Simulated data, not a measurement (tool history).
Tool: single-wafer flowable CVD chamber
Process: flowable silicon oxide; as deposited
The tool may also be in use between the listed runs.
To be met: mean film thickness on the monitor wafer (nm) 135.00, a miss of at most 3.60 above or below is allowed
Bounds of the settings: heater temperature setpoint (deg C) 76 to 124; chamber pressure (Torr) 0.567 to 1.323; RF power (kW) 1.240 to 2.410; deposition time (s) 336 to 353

run    day  heater temperature setpoint (deg C)  chamber pressure (Torr)  RF power (kW)  deposition time (s)  mean film thickness on the monitor wafer (nm)
  1  0.000                                  100                    0.945          1.825                  353                                         309.54
  2  0.200                                  100                    0.945          1.825                  353                                         311.28
  3  0.371                                  108                    0.933          1.825                  353                                         227.74
  4  0.696                                  108                    0.933          1.600                  353                                         211.96
  5  1.008                                  104                    0.933          1.600                  353                                         249.22
  6  1.342                                  104                    0.933          1.600                  353                                         249.13
  7  1.638                                  116                    0.926          1.600                  353                                         156.99
  8  1.712                                  117                    0.926          1.600                  353                                         151.69
  9  1.988                                  118                    0.926          1.600                  353                                         146.65

Which one of the following 4 next-run settings gets every result inside its allowed miss? There is exactly one.
  A  2.262                                  109                    0.598          1.545                  338                                              ?
  B  2.262                                  122                    0.891          1.820                  340                                              ?
  C  2.262                                  120                    0.946          1.625                  339                                              ?
  D  2.262                                  119                    0.893          1.540                  336                                              ?

move  mean film thickness on the monitor wafer (nm)
   A                                         125.21
   B                                         126.44
   C                                         136.22
   D                                         128.16
A: pushes the last run's worst result past its target
B: pushes the last run's worst result past its target
C: in spec on every target
D: pushes the last run's worst result past its target
C is the move that brings every result within its allowed miss.
